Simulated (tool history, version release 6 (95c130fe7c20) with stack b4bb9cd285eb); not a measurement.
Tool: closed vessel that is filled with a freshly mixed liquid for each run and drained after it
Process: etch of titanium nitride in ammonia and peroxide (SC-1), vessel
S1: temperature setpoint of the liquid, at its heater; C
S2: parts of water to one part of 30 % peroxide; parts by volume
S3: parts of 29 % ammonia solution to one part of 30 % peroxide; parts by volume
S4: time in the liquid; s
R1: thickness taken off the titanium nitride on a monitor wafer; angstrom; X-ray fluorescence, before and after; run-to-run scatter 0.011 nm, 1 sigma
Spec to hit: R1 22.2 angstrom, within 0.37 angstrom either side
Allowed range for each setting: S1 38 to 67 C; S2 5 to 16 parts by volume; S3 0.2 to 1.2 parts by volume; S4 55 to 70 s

run	hour	S1	S2	S3	S4	R1
1	0	51	9	0.8	70	40.635
2	6.8	51	12	0.8	70	34.641
3	8	47.5	12	0.8	70	27.433
4	13.6	46.5	12	0.8	70	25.538
5	18.8	42	12	0.8	70	18.161
6	23.4	43	12	0.8	70	19.931
7	31.7	43.5	12	0.8	70	20.258
8	36.3	44	12	0.8	70	21.319

Next run, 5 choices. One meets every target within its allowed miss, the rest don't. Which?
A	40.9	43.5	10.5	0.75	65	?
B	40.9	44.5	12.5	0.75	70	?
C	40.9	43.5	11	1.05	65	?
D	40.9	44	13.5	0.8	70	?
E	40.9	45.5	11	1.05	60	?

move	R1
A	20.075
B	21.225
C	20.673
D	19.872
E	22.043
A: misses by more than the last run did
B: misses by more than the last run did
C: misses by more than the last run did
D: misses by more than the last run did
E: every result within its allowed miss
Go with E: it meets all targets.
